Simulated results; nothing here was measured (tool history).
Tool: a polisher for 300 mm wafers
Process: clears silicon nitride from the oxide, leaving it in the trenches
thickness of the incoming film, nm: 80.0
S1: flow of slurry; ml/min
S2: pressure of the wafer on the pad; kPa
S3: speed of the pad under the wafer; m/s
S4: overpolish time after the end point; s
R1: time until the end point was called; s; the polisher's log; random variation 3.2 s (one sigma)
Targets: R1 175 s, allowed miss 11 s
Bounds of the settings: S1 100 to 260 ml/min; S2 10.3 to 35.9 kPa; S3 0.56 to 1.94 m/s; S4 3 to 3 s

run  hour   S1    S2    S3  S4      R1
  1     0  165  22.8  1.24   3  75.754
  2   3.5  165  17.9  1.24   3  84.099
  3  11.5  160  15.9  1.06   3  104.88
  4  20.5  160  15.9  1.36   3  86.786
  5  21.8  160  15.9  1.36   3  83.802
  6  22.5  155  14.5  1.16   3  101.69
  7  26.3  150  13.1     1   3  123.59
  8    31  140  10.3  0.68   3  189.42

Which of these 4 next moves meets every target?
  A  35.7  145  11  0.56   3   ?
  B  35.7  165  11  0.58   3   ?
  C  35.7  180  11  0.58   3   ?
  D  35.7  100  11   0.8   3   ?

move      R1
   A  206.47
   B  196.61
   C  193.81
   D  173.81
A: further off than the last run
B: further off than the last run
C: further off than the last run
D: meets every target
The right move is D.
